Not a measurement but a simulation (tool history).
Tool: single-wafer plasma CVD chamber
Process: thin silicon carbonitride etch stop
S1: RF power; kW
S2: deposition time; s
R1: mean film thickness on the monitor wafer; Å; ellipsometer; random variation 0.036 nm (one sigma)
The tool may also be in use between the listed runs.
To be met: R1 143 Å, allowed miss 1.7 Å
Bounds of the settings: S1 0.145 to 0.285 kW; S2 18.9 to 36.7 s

run	day	S1	S2	R1
1	0	0.215	27.8	152.58
2	0.208	0.19	27.8	146.22
3	0.4	0.19	29.5	154.88
4	0.5	0.175	29.4	150.46
5	0.754	0.19	29.4	155.07
6	0.875	0.21	29.4	160.17
7	1.167	0.21	29.4	159.52
8	1.292	0.19	29.2	153.74
9	1.654	0.175	29.1	149.46
10	1.883	0.165	29	145.8

5 next moves are on the table. One of them brings every result within its allowed miss. Which?
A	2.112	0.155	28.3	?
B	2.112	0.145	29.1	?
C	2.112	0.2	27.5	?
D	2.112	0.15	29.2	?
E	2.112	0.2	27.6	?

move	R1
A	139.14
B	139.99
C	146.8
D	142.04
E	147.33
A: takes the result that was furthest off past its target
B: takes the result that was furthest off past its target
C: further off than the last run
D: meets every target
E: further off than the last run
Answer: D
